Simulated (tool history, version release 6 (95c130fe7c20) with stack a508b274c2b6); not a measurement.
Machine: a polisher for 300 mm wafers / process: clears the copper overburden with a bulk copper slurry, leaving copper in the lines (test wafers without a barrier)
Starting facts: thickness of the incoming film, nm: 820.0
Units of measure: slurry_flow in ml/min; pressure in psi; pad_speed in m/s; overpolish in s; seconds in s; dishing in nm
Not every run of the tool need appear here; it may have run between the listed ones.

| run | day | slurry_flow | pressure | pad_speed | slurry_solids | overpolish | seconds | dishing |
|---|---|---|---|---|---|---|---|---|
| 1 | 0.000 | 140 | 3.5 | 1.02 | 1.0 | 15 | 61.335 | 86.554 |
| 2 | 0.096 | 140 | 4.3 | 1.02 | 1.0 | 15 | 49.813 | 99.900 |
| 3 | 0.183 | 140 | 4.3 | 1.02 | 1.1 | 15 | 50.028 | 94.683 |
| 4 | 0.362 | 140 | 5.1 | 1.02 | 1.1 | 15 | 41.617 | 105.850 |
| 5 | 0.654 | 140 | 5.1 | 1.02 | 1.2 | 15 | 40.709 | 106.890 |
| 6 | 0.925 | 135 | 4.1 | 0.94 | 1.2 | 13 | 55.417 | 86.322 |
| 7 | 1.038 | 135 | 3.3 | 0.88 | 1.2 | 11 | 70.977 | 67.597 |
| 8 | 1.379 | 130 | 2.8 | 0.84 | 1.2 | 11 | 90.457 | 59.051 |
| 9 | 1.688 | 120 | 2.6 | 0.84 | 1.2 | 11 | 96.225 | 54.238 |
| 10 | 1.838 | 115 | 2.4 | 0.84 | 1.2 | 12 | 102.870 | 54.951 |
| 11 | 2.108 | 110 | 1.9 | 0.84 | 1.2 | 11 | 130.240 | 39.486 |
| 12 | 2.362 | 120 | 1.9 | 0.82 | 1.2 | 12 | 131.850 | 44.754 |

For run 13, what comes out?
| 13 | 2.608 | 120 | 2.0 | 0.82 | 1.2 | 12 | ? | ? |

Run 13 gave seconds 127.510 s, dishing 47.522 nm.

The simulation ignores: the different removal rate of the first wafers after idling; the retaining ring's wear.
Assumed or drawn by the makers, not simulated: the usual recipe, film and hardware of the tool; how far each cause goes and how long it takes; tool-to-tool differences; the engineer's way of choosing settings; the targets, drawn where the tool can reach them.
